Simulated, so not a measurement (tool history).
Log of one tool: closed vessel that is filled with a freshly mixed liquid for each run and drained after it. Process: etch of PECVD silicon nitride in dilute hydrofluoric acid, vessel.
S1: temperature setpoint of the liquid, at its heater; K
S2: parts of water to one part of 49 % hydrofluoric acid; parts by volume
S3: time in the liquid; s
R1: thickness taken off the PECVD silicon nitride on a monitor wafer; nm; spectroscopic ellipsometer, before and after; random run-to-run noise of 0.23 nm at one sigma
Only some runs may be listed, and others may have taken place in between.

run	hour	S1	S2	S3	R1
1	0.0	299.15	200	720	17.253
2	4.1	299.15	160	720	21.924
3	6.1	299.15	160	720	21.931
4	12.2	300.15	160	720	23.038
5	13.6	300.15	160	720	23.310
6	14.4	297.15	160	720	19.277
7	16.5	298.65	160	720	20.941
8	22.5	299.65	160	720	22.316
9	26.4	300.65	160	720	23.995
10	32.2	300.65	160	720	24.088

What does the tool deliver on the next run?
11	39.5	301.65	160	720	?

{"run 11": {"R1": 25.36}}

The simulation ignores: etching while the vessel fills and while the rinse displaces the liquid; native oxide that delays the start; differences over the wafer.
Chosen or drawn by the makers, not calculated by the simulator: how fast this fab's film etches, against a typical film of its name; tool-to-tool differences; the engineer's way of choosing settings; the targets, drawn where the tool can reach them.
